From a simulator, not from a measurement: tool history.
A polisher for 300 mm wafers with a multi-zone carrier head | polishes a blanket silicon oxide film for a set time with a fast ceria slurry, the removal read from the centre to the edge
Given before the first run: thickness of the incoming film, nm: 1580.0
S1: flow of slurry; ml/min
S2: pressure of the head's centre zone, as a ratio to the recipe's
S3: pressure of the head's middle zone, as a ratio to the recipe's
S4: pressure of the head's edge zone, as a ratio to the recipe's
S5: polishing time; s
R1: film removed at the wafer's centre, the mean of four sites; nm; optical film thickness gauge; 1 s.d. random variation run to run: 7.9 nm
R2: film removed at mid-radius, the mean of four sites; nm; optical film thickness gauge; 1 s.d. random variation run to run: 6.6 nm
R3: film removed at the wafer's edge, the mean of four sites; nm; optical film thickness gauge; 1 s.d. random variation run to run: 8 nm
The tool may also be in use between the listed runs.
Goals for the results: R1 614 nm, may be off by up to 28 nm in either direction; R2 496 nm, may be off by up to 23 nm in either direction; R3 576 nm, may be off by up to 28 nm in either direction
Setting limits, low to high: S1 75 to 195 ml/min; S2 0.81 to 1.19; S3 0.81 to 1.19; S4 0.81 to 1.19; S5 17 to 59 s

run	hour	S1	S2	S3	S4	S5	R1	R2	R3
1	0	125	1	1	1	38	487.89	483.86	500.84
2	1.2	145	1	1	1	38	495.06	495.29	497.18
3	8	145	1	1	1.08	38	500.24	484.58	539.73
4	16.1	145	1.02	1	1.08	38	502.79	503.92	529.99
5	24.2	145	1.02	1	1.08	45	605.53	591	633.73
6	27.6	145	1.03	0.98	1.07	45	610.86	580.59	613.12
7	31.8	140	1.03	0.96	1.07	45	620.87	572.43	630.5
8	35	140	1.03	0.95	1.06	45	614.94	563.43	620.63
9	37.3	140	1.03	0.94	1.05	45	609.03	560.1	623.27
10	37.9	140	1.04	0.93	1.04	45	632.62	557.79	615.2
11	44	140	1.04	0.92	1.04	45	608.66	564.92	609.94
12	46.4	135	1.06	0.91	1.04	45	612.93	549.12	612.37
13	51.5	135	1.07	0.9	1.04	45	627.9	526.23	607.32
14	56.6	130	1.08	0.89	1.02	45	634.26	532.32	593.02
15	62.9	130	1.08	0.89	1.02	45	615.39	522.37	606.35

4 candidate next runs follow, results not yet known. Just one meets every target within its allowed miss. Identify it.
A	69.2	90	0.98	0.81	1.17	49	?	?	?
B	69.2	120	1.09	0.86	1	44	?	?	?
C	69.2	155	1.06	0.95	0.95	42	?	?	?
D	69.2	120	1.08	0.81	1.13	48	?	?	?

move	R1	R2	R3
A	571.18	491	655.5
B	612.14	493.13	568.68
C	601.24	534.54	547.54
D	661.72	513.44	659.7
A: brings the last run's worst result on target, with another outside its allowed miss
B: all results land within tolerance of their targets
C: moves away from the targets compared with the last run
D: brings the last run's worst result on target, with another outside its allowed miss
The move that meets every target is B.
